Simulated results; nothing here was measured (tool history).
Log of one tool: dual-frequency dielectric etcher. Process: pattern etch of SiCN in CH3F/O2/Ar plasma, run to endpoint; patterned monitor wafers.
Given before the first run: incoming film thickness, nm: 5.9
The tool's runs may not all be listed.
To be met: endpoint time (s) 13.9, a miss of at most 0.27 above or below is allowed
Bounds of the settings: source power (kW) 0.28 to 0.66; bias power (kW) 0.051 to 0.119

| run | hour | source power (kW) | bias power (kW) | endpoint time (s) |
|---|---|---|---|---|
| 1 | 0 | 0.47 | 0.085 | 15.497 |
| 2 | 4.9 | 0.49 | 0.086 | 15.024 |
| 3 | 11.6 | 0.49 | 0.101 | 14.221 |
| 4 | 12.7 | 0.41 | 0.101 | 15.525 |
| 5 | 20.6 | 0.43 | 0.101 | 15.259 |
| 6 | 23.7 | 0.43 | 0.107 | 15.122 |
| 7 | 31.4 | 0.44 | 0.107 | 14.733 |
| 8 | 38 | 0.45 | 0.107 | 14.411 |
| 9 | 45.4 | 0.47 | 0.107 | 14.452 |
| 10 | 50.8 | 0.48 | 0.107 | 14.184 |

Of the 4 settings listed for the next run, only one would bring every result within its allowed miss of target. Which one?
| A | 56.2 | 0.46 | 0.119 | ? |
| B | 56.2 | 0.43 | 0.112 | ? |
| C | 56.2 | 0.47 | 0.102 | ? |
| D | 56.2 | 0.45 | 0.104 | ? |

| move | endpoint time (s) |
|---|---|
| A | 13.932 |
| B | 14.644 |
| C | 14.531 |
| D | 14.715 |
A: all results land within tolerance of their targets
B: moves away from the targets compared with the last run
C: moves away from the targets compared with the last run
D: moves away from the targets compared with the last run
The right move is A.

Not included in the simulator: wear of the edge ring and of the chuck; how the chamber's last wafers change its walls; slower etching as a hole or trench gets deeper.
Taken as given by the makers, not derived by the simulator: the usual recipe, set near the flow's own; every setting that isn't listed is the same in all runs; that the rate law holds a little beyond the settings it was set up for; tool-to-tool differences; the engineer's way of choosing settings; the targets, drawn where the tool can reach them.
